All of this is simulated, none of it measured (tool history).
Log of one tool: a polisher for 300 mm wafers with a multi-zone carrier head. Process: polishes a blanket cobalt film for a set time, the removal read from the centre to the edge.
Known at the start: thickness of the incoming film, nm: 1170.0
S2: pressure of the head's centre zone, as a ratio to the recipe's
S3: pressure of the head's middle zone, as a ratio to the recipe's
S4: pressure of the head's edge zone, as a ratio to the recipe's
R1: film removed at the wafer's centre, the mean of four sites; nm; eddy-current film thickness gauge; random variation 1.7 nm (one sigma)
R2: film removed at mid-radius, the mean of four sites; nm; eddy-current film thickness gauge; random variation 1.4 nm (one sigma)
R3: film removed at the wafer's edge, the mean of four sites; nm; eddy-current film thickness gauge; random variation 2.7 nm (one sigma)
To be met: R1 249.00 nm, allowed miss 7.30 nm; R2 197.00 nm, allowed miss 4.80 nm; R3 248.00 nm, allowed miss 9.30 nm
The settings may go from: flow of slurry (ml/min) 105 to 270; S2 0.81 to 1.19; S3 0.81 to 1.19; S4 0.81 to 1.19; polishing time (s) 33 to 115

Run 1, hour 0.0: flow of slurry (ml/min) 175, S2 1.00, S3 1.00, S4 1.00, polishing time (s) 73. Result: R1 246.32 nm, R2 249.55 nm, R3 256.93 nm.
Run 2, hour 6.6: flow of slurry (ml/min) 170, S2 1.01, S3 0.98, S4 1.00, polishing time (s) 73. Result: R1 246.01 nm, R2 243.63 nm, R3 251.44 nm.
Run 3, hour 11.7: flow of slurry (ml/min) 170, S2 1.01, S3 0.98, S4 1.00, polishing time (s) 65. Result: R1 218.65 nm, R2 214.76 nm, R3 222.04 nm.
Run 4, hour 12.3: flow of slurry (ml/min) 190, S2 1.01, S3 0.98, S4 1.00, polishing time (s) 65. Result: R1 227.34 nm, R2 224.64 nm, R3 227.20 nm.
Run 5, hour 20.6: flow of slurry (ml/min) 190, S2 1.01, S3 0.98, S4 1.05, polishing time (s) 65. Result: R1 225.95 nm, R2 222.10 nm, R3 228.12 nm.
Run 6, hour 29.4: flow of slurry (ml/min) 185, S2 1.02, S3 0.96, S4 1.06, polishing time (s) 66. Result: R1 229.43 nm, R2 219.42 nm, R3 242.18 nm.
Run 7, hour 36.8: flow of slurry (ml/min) 185, S2 1.03, S3 0.95, S4 1.06, polishing time (s) 66. Result: R1 233.63 nm, R2 216.17 nm, R3 240.84 nm.
Run 8, hour 39.9: flow of slurry (ml/min) 185, S2 1.04, S3 0.94, S4 1.06, polishing time (s) 66. Result: R1 232.24 nm, R2 216.74 nm, R3 239.43 nm.
Run 9, hour 42.8: flow of slurry (ml/min) 185, S2 1.05, S3 0.93, S4 1.06, polishing time (s) 66. Result: R1 237.84 nm, R2 214.81 nm, R3 236.27 nm.
Run 10, hour 44.4: flow of slurry (ml/min) 185, S2 1.06, S3 0.92, S4 1.07, polishing time (s) 66. Result: R1 238.39 nm, R2 212.79 nm, R3 240.00 nm.

Which of these 5 next moves meets every target?
Run A, hour 46.0: flow of slurry (ml/min) 205, S2 1.19, S3 0.91, S4 1.07, polishing time (s) 62. Result: R1 ?, R2 ?, R3 ?.
Run B, hour 46.0: flow of slurry (ml/min) 240, S2 0.99, S3 0.82, S4 0.98, polishing time (s) 69. Result: R1 ?, R2 ?, R3 ?.
Run C, hour 46.0: flow of slurry (ml/min) 190, S2 1.11, S3 0.83, S4 1.11, polishing time (s) 66. Result: R1 ?, R2 ?, R3 ?.
Run D, hour 46.0: flow of slurry (ml/min) 115, S2 1.05, S3 0.89, S4 1.19, polishing time (s) 70. Result: R1 ?, R2 ?, R3 ?.
Run E, hour 46.0: flow of slurry (ml/min) 130, S2 1.04, S3 0.98, S4 1.11, polishing time (s) 72. Result: R1 ?, R2 ?, R3 ?.

move      R1      R2      R3
   A  253.33  204.46  227.41
   B  239.65  213.52  246.58
   C  248.10  199.53  244.78
   D  221.46  202.27  249.86
   E  233.72  232.45  252.91
A: nearer than the last run, and not there yet
B: as far off as the last run
C: meets every target
D: further off than the last run
E: further off than the last run
Answer: C
